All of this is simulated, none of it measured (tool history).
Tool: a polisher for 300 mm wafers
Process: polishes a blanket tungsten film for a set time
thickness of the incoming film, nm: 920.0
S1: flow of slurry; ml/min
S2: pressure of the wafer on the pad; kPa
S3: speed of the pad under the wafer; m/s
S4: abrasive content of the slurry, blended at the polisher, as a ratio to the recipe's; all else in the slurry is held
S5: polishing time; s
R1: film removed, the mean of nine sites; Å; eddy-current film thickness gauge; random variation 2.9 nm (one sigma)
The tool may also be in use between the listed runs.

run  hour   S1    S2    S3   S4  S5      R1
  1   0.0  230  31.7  1.08  1.0  76  3964.7
  2   2.9  210  31.7  1.08  1.0  76  3903.2
  3   9.2  205  31.0  1.08  1.0  76  3812.2
  4   9.9  205  31.0  0.92  1.0  76  3204.4
  5  15.4  210  31.0  0.92  1.0  76  3282.6
  6  21.3  215  31.0  0.92  1.0  76  3293.3
  7  23.2  220  31.0  0.92  1.0  76  3302.8
  8  29.3  225  31.0  0.92  1.0  76  3300.0

The next listed run, before its measurement:
  9  31.2  230  31.0  0.92  1.0  76   ?

{"run 9": {"R1": 3309.4}}
